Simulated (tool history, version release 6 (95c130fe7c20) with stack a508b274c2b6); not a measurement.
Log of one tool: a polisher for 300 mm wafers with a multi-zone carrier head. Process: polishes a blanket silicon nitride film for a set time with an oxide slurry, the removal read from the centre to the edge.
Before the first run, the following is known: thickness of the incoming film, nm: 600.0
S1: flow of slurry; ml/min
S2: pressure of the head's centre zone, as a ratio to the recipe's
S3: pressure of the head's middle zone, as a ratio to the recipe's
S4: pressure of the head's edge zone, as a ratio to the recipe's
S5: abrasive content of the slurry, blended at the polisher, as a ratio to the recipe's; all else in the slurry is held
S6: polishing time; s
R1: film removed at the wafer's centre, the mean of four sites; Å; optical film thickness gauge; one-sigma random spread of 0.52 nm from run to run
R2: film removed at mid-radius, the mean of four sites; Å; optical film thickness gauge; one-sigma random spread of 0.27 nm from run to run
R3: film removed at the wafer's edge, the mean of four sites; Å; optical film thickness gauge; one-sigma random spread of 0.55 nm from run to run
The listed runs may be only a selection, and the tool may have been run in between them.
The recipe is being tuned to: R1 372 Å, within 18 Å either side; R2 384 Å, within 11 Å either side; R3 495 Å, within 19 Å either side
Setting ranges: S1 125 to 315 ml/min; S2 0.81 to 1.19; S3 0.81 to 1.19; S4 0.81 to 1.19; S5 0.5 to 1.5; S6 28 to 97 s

run  hour   S1    S2    S3    S4    S5  S6      R1      R2      R3
  1     0  205     1     1     1     1  62  515.86  501.43  509.04
  2   1.6  205  1.06     1     1     1  62  537.68  502.04   501.9
  3   5.3  230  1.06     1     1     1  62  548.43  501.13   502.6
  4   8.2  210  0.97  0.95  1.05   0.9  62  473.01   455.8  497.62
  5  12.2  210  0.97  0.95  1.05   0.9  54  403.64  399.76  436.53
  6  20.6  210  1.02  0.95  1.05   0.9  54  426.31  396.74  427.65
  7  22.3  205  0.96  0.92  1.09  0.95  54  412.15  395.28  456.64
  8  30.3  205  0.96  0.92  1.09  0.95  54  426.21   395.8  450.85
  9  33.3  190  0.91  0.91  1.12   0.9  55  370.38  381.18  445.83
 10  36.4  195  0.89  0.89  1.14  0.95  55  384.47  386.28  458.58
 11  45.2  195  0.89  0.89  1.14  0.95  55  384.43  392.99  461.38

Next run, 5 choices. One meets every target within its allowed miss, the rest don't. Which?
  A    54  220  0.95   0.9  1.12     1  52   ?   ?   ?
  B    54  190  0.97  1.02  1.03   1.1  48   ?   ?   ?
  C    54  250  0.98  0.92  1.07     1  50   ?   ?   ?
  D    54  170  0.82  0.81  1.13  0.75  67   ?   ?   ?
  E    54  160  0.88  0.89  0.94  1.15  53   ?   ?   ?

move      R1      R2      R3
   A   405.1  391.68  461.65
   B  387.24  407.96   416.9
   C  409.57  390.02  439.16
   D  378.83  392.16  512.25
   E  380.19  396.36   438.8
A: about the same distance from the targets as the last run
B: further off than the last run
C: further off than the last run
D: each result inside its tolerance
E: further off than the last run
Go with D: it meets all targets.
